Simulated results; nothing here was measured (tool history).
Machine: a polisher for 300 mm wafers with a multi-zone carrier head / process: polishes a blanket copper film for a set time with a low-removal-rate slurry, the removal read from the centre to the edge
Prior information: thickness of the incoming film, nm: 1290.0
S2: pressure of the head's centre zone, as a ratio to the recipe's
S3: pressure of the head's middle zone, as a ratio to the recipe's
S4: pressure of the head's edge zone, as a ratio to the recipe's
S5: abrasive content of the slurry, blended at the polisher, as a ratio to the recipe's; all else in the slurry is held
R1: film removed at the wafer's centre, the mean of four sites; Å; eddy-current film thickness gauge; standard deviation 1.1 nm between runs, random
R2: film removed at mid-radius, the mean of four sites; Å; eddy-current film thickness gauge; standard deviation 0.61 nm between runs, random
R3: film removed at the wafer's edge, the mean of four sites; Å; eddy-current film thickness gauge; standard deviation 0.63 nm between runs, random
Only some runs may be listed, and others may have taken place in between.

Run 1, hour 0: flow of slurry (ml/min) 210, S2 1, S3 1, S4 1, S5 1, polishing time (s) 45. Result: R1 1333.1 Å, R2 1324 Å, R3 1390.9 Å.
Run 2, hour 1.3: flow of slurry (ml/min) 235, S2 1, S3 1, S4 1, S5 1, polishing time (s) 45. Result: R1 1318.5 Å, R2 1328.1 Å, R3 1378.8 Å.
Run 3, hour 7.2: flow of slurry (ml/min) 235, S2 0.97, S3 1, S4 1, S5 1, polishing time (s) 45. Result: R1 1333.3 Å, R2 1351 Å, R3 1411.5 Å.
Run 4, hour 7.7: flow of slurry (ml/min) 235, S2 0.97, S3 1, S4 0.99, S5 0.95, polishing time (s) 44. Result: R1 1255.2 Å, R2 1283.6 Å, R3 1351.1 Å.
Run 5, hour 11.7: flow of slurry (ml/min) 235, S2 0.97, S3 1, S4 0.99, S5 1.1, polishing time (s) 44. Result: R1 1255.8 Å, R2 1326.6 Å, R3 1383.5 Å.
Run 6, hour 16.3: flow of slurry (ml/min) 235, S2 0.97, S3 1, S4 0.99, S5 1, polishing time (s) 44. Result: R1 1250.3 Å, R2 1292.6 Å, R3 1361.5 Å.
Run 7, hour 24.1: flow of slurry (ml/min) 235, S2 0.97, S3 1.01, S4 0.98, S5 0.95, polishing time (s) 43. Result: R1 1213.7 Å, R2 1257 Å, R3 1313.1 Å.
Run 8, hour 26.3: flow of slurry (ml/min) 235, S2 0.98, S3 1.02, S4 0.97, S5 0.9, polishing time (s) 42. Result: R1 1231.5 Å, R2 1226.6 Å, R3 1270.4 Å.
At hour 32.5: edge zone pressure recalibrated.
Run 9, hour 32.5: flow of slurry (ml/min) 235, S2 0.97, S3 1.03, S4 0.96, S5 0.85, polishing time (s) 41. Result: R1 1153.5 Å, R2 1209.6 Å, R3 1147.4 Å.
Run 10, hour 40.6: flow of slurry (ml/min) 230, S2 0.96, S3 1.01, S4 0.95, S5 0.8, polishing time (s) 41. Result: R1 1128.9 Å, R2 1175.5 Å, R3 1127.6 Å.
Run 11, hour 43.6: flow of slurry (ml/min) 230, S2 0.95, S3 0.99, S4 0.95, S5 0.75, polishing time (s) 41. Result: R1 1101.6 Å, R2 1141.8 Å, R3 1139.5 Å.
Run 12, hour 46.8: flow of slurry (ml/min) 225, S2 0.95, S3 0.98, S4 0.94, S5 0.7, polishing time (s) 41. Result: R1 1078.8 Å, R2 1112.3 Å, R3 1114.2 Å.
Run 13, hour 52.2: flow of slurry (ml/min) 220, S2 0.95, S3 0.97, S4 0.93, S5 0.7, polishing time (s) 41. Result: R1 1081.1 Å, R2 1104.6 Å, R3 1100.8 Å.
Run 14, hour 54.1: flow of slurry (ml/min) 215, S2 0.94, S3 0.96, S4 0.92, S5 0.7, polishing time (s) 41. Result: R1 1066.5 Å, R2 1081.1 Å, R3 1086 Å.

Run 15, settings as shown, results not yet in. Your forecast:
Run 15, hour 55: flow of slurry (ml/min) 210, S2 0.93, S3 0.95, S4 0.91, S5 0.7, polishing time (s) 41. Result: R1 ?, R2 ?, R3 ?.

{"run 15": {"R1": 1062.1, "R2": 1086.1, "R3": 1084.1}}

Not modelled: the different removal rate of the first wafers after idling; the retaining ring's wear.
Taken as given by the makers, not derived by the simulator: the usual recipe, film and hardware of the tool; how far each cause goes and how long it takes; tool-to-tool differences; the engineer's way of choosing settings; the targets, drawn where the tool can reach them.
